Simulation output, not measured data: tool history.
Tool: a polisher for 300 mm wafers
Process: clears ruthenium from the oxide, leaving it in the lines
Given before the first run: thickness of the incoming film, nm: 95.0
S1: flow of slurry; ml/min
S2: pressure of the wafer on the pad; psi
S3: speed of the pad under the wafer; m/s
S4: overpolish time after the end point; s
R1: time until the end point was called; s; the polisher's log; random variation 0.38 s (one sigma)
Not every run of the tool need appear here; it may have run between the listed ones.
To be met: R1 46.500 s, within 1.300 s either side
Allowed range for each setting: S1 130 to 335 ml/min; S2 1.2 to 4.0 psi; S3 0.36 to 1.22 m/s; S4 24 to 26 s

{"run": 1, "hour": 0.0, "S1": 215, "S2": 2.6, "S3": 0.78, "S4": 24, "R1": 75.83}
{"run": 2, "hour": 5.5, "S1": 220, "S2": 3.0, "S3": 0.78, "S4": 24, "R1": 65.373}
{"run": 3, "hour": 12.6, "S1": 240, "S2": 3.0, "S3": 0.78, "S4": 24, "R1": 65.002}
{"run": 4, "hour": 16.7, "S1": 240, "S2": 3.3, "S3": 0.78, "S4": 24, "R1": 59.407}
{"run": 5, "hour": 24.7, "S1": 240, "S2": 3.5, "S3": 0.78, "S4": 24, "R1": 56.077}
{"run": 6, "hour": 29.3, "S1": 240, "S2": 3.7, "S3": 0.78, "S4": 24, "R1": 52.401}
{"run": 7, "hour": 36.7, "S1": 240, "S2": 3.8, "S3": 0.78, "S4": 24, "R1": 51.765}
{"run": 8, "hour": 40.8, "S1": 250, "S2": 3.9, "S3": 0.78, "S4": 24, "R1": 50.233}
{"run": 9, "hour": 49.1, "S1": 250, "S2": 3.9, "S3": 0.8, "S4": 24, "R1": 48.972}

Which one of the following 4 next-run settings gets every result inside its allowed miss? There is exactly one.
{"run": "A", "hour": 57.4, "S1": 275, "S2": 3.9, "S3": 0.72, "S4": 24, "R1": "?"}
{"run": "B", "hour": 57.4, "S1": 235, "S2": 4.0, "S3": 0.76, "S4": 26, "R1": "?"}
{"run": "C", "hour": 57.4, "S1": 225, "S2": 4.0, "S3": 0.88, "S4": 24, "R1": "?"}
{"run": "D", "hour": 57.4, "S1": 285, "S2": 4.0, "S3": 0.82, "S4": 24, "R1": "?"}

move=A R1=53.387
move=B R1=50.299
move=C R1=43.861
move=D R1=45.745
A: lands further from the targets than the last run did
B: lands further from the targets than the last run did
C: takes the biggest miss from the last run beyond its target
D: all results in spec
Go with D: it meets all targets.

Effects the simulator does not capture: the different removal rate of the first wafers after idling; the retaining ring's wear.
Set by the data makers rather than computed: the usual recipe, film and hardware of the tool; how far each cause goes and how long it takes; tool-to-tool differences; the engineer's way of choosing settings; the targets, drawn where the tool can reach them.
